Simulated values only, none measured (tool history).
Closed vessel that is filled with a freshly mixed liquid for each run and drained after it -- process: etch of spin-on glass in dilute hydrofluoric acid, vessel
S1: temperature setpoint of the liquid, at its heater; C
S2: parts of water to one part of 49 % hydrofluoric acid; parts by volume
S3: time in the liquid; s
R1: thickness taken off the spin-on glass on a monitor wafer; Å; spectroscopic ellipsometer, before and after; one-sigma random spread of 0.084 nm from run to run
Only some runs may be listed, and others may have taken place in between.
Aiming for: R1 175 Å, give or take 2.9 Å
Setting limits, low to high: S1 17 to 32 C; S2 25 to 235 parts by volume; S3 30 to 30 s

run  hour    S1   S2  S3      R1
  1     0    24  130  30   124.4
  2     9    26  130  30  135.74
  3  16.4    23  130  30  120.81
  4  17.8    23   90  30  183.07
  5  23.5  22.5   90  30  179.01
  6  28.3  22.5  125  30     124
  7  31.1  24.5  125  30   133.6
  8  40.3  28.5  125  30  155.94
  9  48.2  29.5  125  30  161.01
 10  50.2    30  125  30  164.56
 11  57.3    30  125  30  164.66

4 candidate next runs follow, results not yet known. Just one meets every target within its allowed miss. Identify it.
  A  64.4    30  115  30   ?
  B  64.4  27.5  105  30   ?
  C  64.4  31.5  125  30   ?
  D  64.4  28.5  110  30   ?

move      R1
   A  182.75
   B  184.68
   C  175.16
   D  181.88
A: takes the biggest miss from the last run beyond its target
B: takes the biggest miss from the last run beyond its target
C: all results in spec
D: takes the biggest miss from the last run beyond its target
Correct choice: C, which meets every target

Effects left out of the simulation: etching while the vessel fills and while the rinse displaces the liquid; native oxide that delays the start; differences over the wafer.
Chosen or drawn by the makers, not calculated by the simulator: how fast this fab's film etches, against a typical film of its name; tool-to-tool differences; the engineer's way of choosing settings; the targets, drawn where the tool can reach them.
